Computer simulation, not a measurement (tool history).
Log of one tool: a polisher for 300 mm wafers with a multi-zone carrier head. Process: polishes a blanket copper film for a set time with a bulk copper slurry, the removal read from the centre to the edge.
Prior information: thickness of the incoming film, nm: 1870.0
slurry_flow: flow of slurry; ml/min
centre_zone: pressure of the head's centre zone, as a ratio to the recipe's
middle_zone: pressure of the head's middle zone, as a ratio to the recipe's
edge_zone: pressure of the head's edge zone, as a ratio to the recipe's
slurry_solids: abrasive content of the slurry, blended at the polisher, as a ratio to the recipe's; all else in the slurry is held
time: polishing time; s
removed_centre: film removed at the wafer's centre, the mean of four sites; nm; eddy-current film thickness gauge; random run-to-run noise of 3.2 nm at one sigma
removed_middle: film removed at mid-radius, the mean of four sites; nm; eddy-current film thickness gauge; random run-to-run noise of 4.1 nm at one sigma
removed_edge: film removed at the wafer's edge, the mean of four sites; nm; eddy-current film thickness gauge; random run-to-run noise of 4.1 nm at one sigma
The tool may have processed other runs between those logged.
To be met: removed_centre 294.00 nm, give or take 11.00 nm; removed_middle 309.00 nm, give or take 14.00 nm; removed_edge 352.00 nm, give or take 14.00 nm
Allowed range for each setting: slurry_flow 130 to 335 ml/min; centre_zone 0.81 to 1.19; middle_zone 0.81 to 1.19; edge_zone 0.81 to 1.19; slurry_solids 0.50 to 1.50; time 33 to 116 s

run,day,slurry_flow,centre_zone,middle_zone,edge_zone,slurry_solids,time,removed_centre,removed_middle,removed_edge
1,0.000,215,1.00,1.00,1.00,1.00,74,705.81,682.73,682.94
2,0.158,215,1.00,1.00,1.00,0.90,74,681.88,668.20,661.87
3,0.388,205,0.96,0.96,1.00,0.80,64,551.47,546.45,544.44
4,0.642,230,0.96,0.96,1.00,0.80,64,548.93,559.46,562.35
5,0.846,230,0.96,1.01,1.00,0.80,64,568.57,578.53,568.81
6,1.204,230,0.96,1.01,0.92,0.80,64,565.98,572.90,533.38
7,1.538,225,0.93,0.96,0.96,0.75,57,480.02,489.06,476.90
8,1.792,225,0.91,0.92,1.00,0.70,52,417.74,435.11,446.16
9,1.971,225,0.91,0.92,1.00,0.70,52,429.58,431.02,446.05
10,2.125,225,0.88,0.90,1.02,0.65,48,375.66,386.39,408.43
11,2.375,220,0.86,0.88,1.03,0.60,47,353.50,363.60,396.24
12,2.746,215,0.85,0.87,1.04,0.55,46,343.61,358.47,386.63
13,3.108,215,0.84,0.86,1.05,0.55,45,324.48,333.85,379.70
14,3.329,210,0.83,0.86,1.05,0.55,44,315.26,328.78,361.50
15,3.633,205,0.82,0.86,1.07,0.55,44,307.92,325.62,369.27

Below are 5 possible settings for the next run. Only one of them brings all results inside the allowed miss of their targets. Which is it?
A,3.938,185,0.85,0.82,1.18,0.55,47,?,?,?
B,3.938,135,0.91,0.81,1.02,0.65,45,?,?,?
C,3.938,240,0.81,0.96,0.96,0.50,45,?,?,?
D,3.938,200,0.82,0.84,1.05,0.55,42,?,?,?
E,3.938,235,0.81,0.87,1.19,0.50,44,?,?,?

move,removed_centre,removed_middle,removed_edge
A,338.48,343.21,411.25
B,329.07,312.99,357.87
C,319.03,371.98,360.06
D,296.64,315.46,349.60
E,310.83,340.73,391.44
A: its largest miss is bigger than the last run's
B: its largest miss is bigger than the last run's
C: its largest miss is bigger than the last run's
D: hits every target within its allowed miss
E: its largest miss is bigger than the last run's
The right move is D.
